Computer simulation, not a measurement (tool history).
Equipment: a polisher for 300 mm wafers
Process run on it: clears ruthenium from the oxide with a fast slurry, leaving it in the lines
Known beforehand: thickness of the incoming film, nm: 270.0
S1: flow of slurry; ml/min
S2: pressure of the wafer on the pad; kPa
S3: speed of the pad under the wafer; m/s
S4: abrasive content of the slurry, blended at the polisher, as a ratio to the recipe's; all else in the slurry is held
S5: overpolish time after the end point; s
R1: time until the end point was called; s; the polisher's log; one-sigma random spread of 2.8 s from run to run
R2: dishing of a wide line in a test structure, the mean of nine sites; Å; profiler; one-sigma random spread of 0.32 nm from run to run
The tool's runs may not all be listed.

run,day,S1,S2,S3,S4,S5,R1,R2
1,0.000,150,17.2,0.98,1.00,10,93.982,214.57
2,0.100,150,17.2,0.98,0.85,10,107.490,201.37
3,0.354,150,16.5,0.98,0.85,10,107.190,194.64
4,0.654,150,15.9,0.98,0.85,11,112.410,199.54
5,0.746,150,19.3,0.98,0.85,11,94.136,231.64
6,0.996,150,19.3,0.98,1.00,11,86.473,255.05
7,1.192,150,17.9,0.96,1.00,11,92.071,228.23
8,1.275,150,17.9,0.96,1.00,11,93.294,237.53
9,1.408,150,16.5,0.94,1.00,11,99.427,218.89
10,1.746,150,15.2,0.92,1.00,11,112.560,205.43
11,1.838,150,14.5,0.92,1.00,11,118.260,193.03

Run 12 comes next. What will it give?
12,2.171,150,13.8,0.92,1.00,11,?,?

Run 12 gave R1 123.870 s, R2 194.27 Å.
